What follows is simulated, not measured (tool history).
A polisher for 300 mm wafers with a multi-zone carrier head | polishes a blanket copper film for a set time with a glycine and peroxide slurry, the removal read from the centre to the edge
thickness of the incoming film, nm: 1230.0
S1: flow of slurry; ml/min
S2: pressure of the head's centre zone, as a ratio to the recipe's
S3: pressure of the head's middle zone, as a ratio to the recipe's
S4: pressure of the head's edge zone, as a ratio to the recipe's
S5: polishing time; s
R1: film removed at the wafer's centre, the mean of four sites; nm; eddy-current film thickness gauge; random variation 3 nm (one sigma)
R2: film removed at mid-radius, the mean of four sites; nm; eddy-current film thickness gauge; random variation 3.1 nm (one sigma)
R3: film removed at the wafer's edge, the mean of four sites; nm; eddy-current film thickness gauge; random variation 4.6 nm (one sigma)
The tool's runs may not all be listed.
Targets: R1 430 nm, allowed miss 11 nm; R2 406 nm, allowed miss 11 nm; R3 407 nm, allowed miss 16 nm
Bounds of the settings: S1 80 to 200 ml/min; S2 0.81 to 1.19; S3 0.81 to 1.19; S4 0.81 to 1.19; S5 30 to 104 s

run 1 hour=0 | S1=130 S2=1 S3=1 S4=1 S5=67 | R1=332.3 R2=337.96 R3=327.82
run 2 hour=2.8 | S1=145 S2=1.03 S3=1.01 S4=1.05 S5=68 | R1=362.4 R2=353.04 R3=349
run 3 hour=10.9 | S1=145 S2=1.03 S3=1.05 S4=1.05 S5=68 | R1=359.73 R2=366.51 R3=356.2
run 4 hour=17.8 | S1=160 S2=1.05 S3=1.06 S4=1.08 S5=68 | R1=371.7 R2=370.57 R3=359.55
run 5 hour=20.2 | S1=160 S2=1.05 S3=1.06 S4=1.08 S5=60 | R1=331.84 R2=326.05 R3=323.19
-- hour=24.9 worn pad replaced by a new one
run 6 hour=24.9 | S1=165 S2=1.07 S3=1.08 S4=1.11 S5=63 | R1=371.92 R2=370.3 R3=362.79
run 7 hour=25.7 | S1=165 S2=1.1 S3=1.09 S4=1.13 S5=63 | R1=385.52 R2=373.19 R3=364.99
run 8 hour=34.4 | S1=170 S2=1.11 S3=1.09 S4=1.15 S5=64 | R1=398.95 R2=382.68 R3=373.88
run 9 hour=41.5 | S1=175 S2=1.11 S3=1.09 S4=1.16 S5=65 | R1=403.97 R2=389.13 R3=377.5

5 next moves are on the table. One of them brings every result within its allowed miss. Which?
run A hour=48.6 | S1=195 S2=1.03 S3=1.17 S4=1.14 S5=65 | R1=? R2=? R3=?
run B hour=48.6 | S1=135 S2=0.99 S3=1.07 S4=1.19 S5=70 | R1=? R2=? R3=?
run C hour=48.6 | S1=200 S2=1.06 S3=1.12 S4=1.19 S5=64 | R1=? R2=? R3=?
run D hour=48.6 | S1=185 S2=1.18 S3=1.07 S4=0.94 S5=66 | R1=? R2=? R3=?
run E hour=48.6 | S1=190 S2=1.12 S3=1.08 S4=1.19 S5=68 | R1=? R2=? R3=?

move=A R1=376.44 R2=419.7 R3=390.21
move=B R1=367.57 R2=397.9 R3=414.85
move=C R1=382.76 R2=399.16 R3=394.06
move=D R1=434.7 R2=391.84 R3=359.09
move=E R1=426.63 R2=408.31 R3=416.93
A: further off than the last run
B: further off than the last run
C: further off than the last run
D: brings the result that was furthest off to its target, and leaves another outside
E: meets every target
Answer: E
